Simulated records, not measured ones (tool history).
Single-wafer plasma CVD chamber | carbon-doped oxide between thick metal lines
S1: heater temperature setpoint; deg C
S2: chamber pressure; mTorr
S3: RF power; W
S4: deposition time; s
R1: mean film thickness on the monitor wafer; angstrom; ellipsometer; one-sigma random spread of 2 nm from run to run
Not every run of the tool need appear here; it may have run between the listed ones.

Run 1, hour 0.0: S1 345 deg C, S2 4640 mTorr, S3 455 W, S4 130 s. Result: R1 5528.6 angstrom.
Run 2, hour 3.1: S1 345 deg C, S2 5330 mTorr, S3 455 W, S4 130 s. Result: R1 5639.3 angstrom.
Run 3, hour 4.5: S1 345 deg C, S2 5330 mTorr, S3 480 W, S4 130 s. Result: R1 5845.4 angstrom.
Run 4, hour 6.3: S1 345 deg C, S2 5330 mTorr, S3 520 W, S4 130 s. Result: R1 6180.0 angstrom.
Run 5, hour 14.0: S1 349 deg C, S2 4740 mTorr, S3 485 W, S4 130 s. Result: R1 5747.7 angstrom.
Run 6, hour 22.0: S1 351 deg C, S2 4310 mTorr, S3 460 W, S4 130 s. Result: R1 5414.3 angstrom.

What will run 7 give?
Run 7, hour 29.3: S1 354 deg C, S2 3920 mTorr, S3 450 W, S4 130 s. Result: R1 ?.

Run 7 yielded R1 5173.6 angstrom.
